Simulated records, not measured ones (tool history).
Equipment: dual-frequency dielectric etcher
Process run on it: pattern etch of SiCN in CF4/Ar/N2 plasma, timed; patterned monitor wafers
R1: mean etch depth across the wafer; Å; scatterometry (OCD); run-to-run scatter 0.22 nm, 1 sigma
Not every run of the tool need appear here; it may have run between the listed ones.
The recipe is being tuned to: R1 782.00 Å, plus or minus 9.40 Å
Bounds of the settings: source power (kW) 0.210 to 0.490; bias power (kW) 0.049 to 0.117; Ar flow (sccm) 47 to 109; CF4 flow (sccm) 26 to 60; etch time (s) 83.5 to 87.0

run 1 hour=0.0 | source_power_(kW)=0.350 bias_power_(kW)=0.083 Ar_flow_(sccm)=78 CF4_flow_(sccm)=43 etch_time_(s)=83.5 | R1=552.93
run 2 hour=1.4 | source_power_(kW)=0.350 bias_power_(kW)=0.095 Ar_flow_(sccm)=78 CF4_flow_(sccm)=43 etch_time_(s)=83.5 | R1=575.83
run 3 hour=5.4 | source_power_(kW)=0.350 bias_power_(kW)=0.095 Ar_flow_(sccm)=84 CF4_flow_(sccm)=43 etch_time_(s)=83.5 | R1=569.50
run 4 hour=9.7 | source_power_(kW)=0.310 bias_power_(kW)=0.095 Ar_flow_(sccm)=84 CF4_flow_(sccm)=43 etch_time_(s)=83.5 | R1=503.62
run 5 hour=14.9 | source_power_(kW)=0.350 bias_power_(kW)=0.095 Ar_flow_(sccm)=84 CF4_flow_(sccm)=43 etch_time_(s)=83.5 | R1=568.00
run 6 hour=20.9 | source_power_(kW)=0.380 bias_power_(kW)=0.095 Ar_flow_(sccm)=84 CF4_flow_(sccm)=43 etch_time_(s)=83.5 | R1=619.36
run 7 hour=28.8 | source_power_(kW)=0.400 bias_power_(kW)=0.095 Ar_flow_(sccm)=84 CF4_flow_(sccm)=43 etch_time_(s)=83.5 | R1=649.88
run 8 hour=36.1 | source_power_(kW)=0.400 bias_power_(kW)=0.095 Ar_flow_(sccm)=84 CF4_flow_(sccm)=43 etch_time_(s)=83.5 | R1=651.74
run 9 hour=45.0 | source_power_(kW)=0.420 bias_power_(kW)=0.095 Ar_flow_(sccm)=84 CF4_flow_(sccm)=43 etch_time_(s)=83.5 | R1=682.08
run 10 hour=51.7 | source_power_(kW)=0.430 bias_power_(kW)=0.095 Ar_flow_(sccm)=84 CF4_flow_(sccm)=43 etch_time_(s)=83.5 | R1=697.46
run 11 hour=58.3 | source_power_(kW)=0.440 bias_power_(kW)=0.095 Ar_flow_(sccm)=84 CF4_flow_(sccm)=43 etch_time_(s)=83.5 | R1=712.96
run 12 hour=60.4 | source_power_(kW)=0.450 bias_power_(kW)=0.095 Ar_flow_(sccm)=84 CF4_flow_(sccm)=43 etch_time_(s)=83.5 | R1=729.67
run 13 hour=69.3 | source_power_(kW)=0.460 bias_power_(kW)=0.095 Ar_flow_(sccm)=84 CF4_flow_(sccm)=43 etch_time_(s)=83.5 | R1=746.75
run 14 hour=71.4 | source_power_(kW)=0.470 bias_power_(kW)=0.095 Ar_flow_(sccm)=84 CF4_flow_(sccm)=43 etch_time_(s)=83.5 | R1=762.23

Exactly one of the 4 candidate moves below puts every result within its allowed miss. Which one?
run A hour=73.5 | source_power_(kW)=0.480 bias_power_(kW)=0.091 Ar_flow_(sccm)=85 CF4_flow_(sccm)=39 etch_time_(s)=84.0 | R1=?
run B hour=73.5 | source_power_(kW)=0.460 bias_power_(kW)=0.083 Ar_flow_(sccm)=74 CF4_flow_(sccm)=44 etch_time_(s)=86.0 | R1=?
run C hour=73.5 | source_power_(kW)=0.490 bias_power_(kW)=0.079 Ar_flow_(sccm)=84 CF4_flow_(sccm)=43 etch_time_(s)=86.5 | R1=?
run D hour=73.5 | source_power_(kW)=0.460 bias_power_(kW)=0.097 Ar_flow_(sccm)=93 CF4_flow_(sccm)=42 etch_time_(s)=86.5 | R1=?

move=A R1=759.87
move=B R1=755.22
move=C R1=779.06
move=D R1=764.47
A: its largest miss is bigger than the last run's
B: its largest miss is bigger than the last run's
C: every result lands within tolerance
D: closes in on the targets versus the last run, not all within tolerance yet
C meets every target.
